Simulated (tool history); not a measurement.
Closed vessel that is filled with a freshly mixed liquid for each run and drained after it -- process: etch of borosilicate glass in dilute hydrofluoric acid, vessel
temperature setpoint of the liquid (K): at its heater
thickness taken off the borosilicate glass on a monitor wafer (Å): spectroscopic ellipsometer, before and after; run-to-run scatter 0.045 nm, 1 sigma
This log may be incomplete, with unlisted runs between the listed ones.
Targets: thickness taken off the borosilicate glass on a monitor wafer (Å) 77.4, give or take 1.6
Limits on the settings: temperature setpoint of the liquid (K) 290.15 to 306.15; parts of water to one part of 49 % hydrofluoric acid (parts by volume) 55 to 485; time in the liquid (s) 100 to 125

run    day  temperature setpoint of the liquid (K)  parts of water to one part of 49 % hydrofluoric acid (parts by volume)  time in the liquid (s)  thickness taken off the borosilicate glass on a monitor wafer (Å)
  1      0                                  298.15                                                                     270                     125                                                             137.38
  2  0.021                                  296.15                                                                     285                     125                                                             120.22
  3  0.079                                  296.15                                                                     285                     100                                                              95.98
  4  0.162                                  296.15                                                                     285                     125                                                             120.61
  5  0.521                                  294.65                                                                     300                     125                                                             106.76
  6  0.821                                  294.65                                                                     265                     125                                                             124.74
  7   0.85                                  293.65                                                                     285                     125                                                              111.3
  8  1.192                                  292.65                                                                     300                     125                                                             100.24
  9  1.438                                  292.15                                                                     310                     125                                                              94.02

Pick the move, out of 4, that brings all results within their allowed miss; only one does.
  A  1.683                                  293.65                                                                     255                     125                                                                  ?
  B  1.683                                  293.15                                                                     285                     125                                                                  ?
  C  1.683                                  294.15                                                                     330                     105                                                                  ?
  D  1.683                                  293.15                                                                     275                     100                                                                  ?

move  thickness taken off the borosilicate glass on a monitor wafer (Å)
   A                                                             125.81
   B                                                             107.39
   C                                                             77.332
   D                                                             89.891
A: lands further from the targets than the last run did
B: lands further from the targets than the last run did
C: every result lands within tolerance
D: an improvement on the last run, though not all results are within tolerance
Correct choice: C, which meets every target
